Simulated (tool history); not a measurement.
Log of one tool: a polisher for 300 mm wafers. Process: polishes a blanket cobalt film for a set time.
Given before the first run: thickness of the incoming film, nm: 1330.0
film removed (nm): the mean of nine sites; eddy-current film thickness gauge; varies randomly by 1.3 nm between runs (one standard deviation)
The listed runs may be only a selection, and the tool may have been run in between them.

run	hour	flow of slurry (ml/min)	pressure of the wafer on the pad (kPa)	speed of the pad under the wafer (cm/s)	polishing time (s)	film removed (nm)
1	0	290	11	80	39	107.53
2	1.8	290	11	64	39	87.648
3	3.5	290	11	64	36	79.641
4	8.2	290	12.4	64	36	88.663
5	8.9	290	11	64	36	80.152
6	11.9	290	9	64	36	65.307
7	20.2	290	9	64	36	65.482

Estimate the outcome of run 8 from the log above:
8	24.7	295	12.4	72	36	?

Run 8 yielded film removed (nm) 100.34.
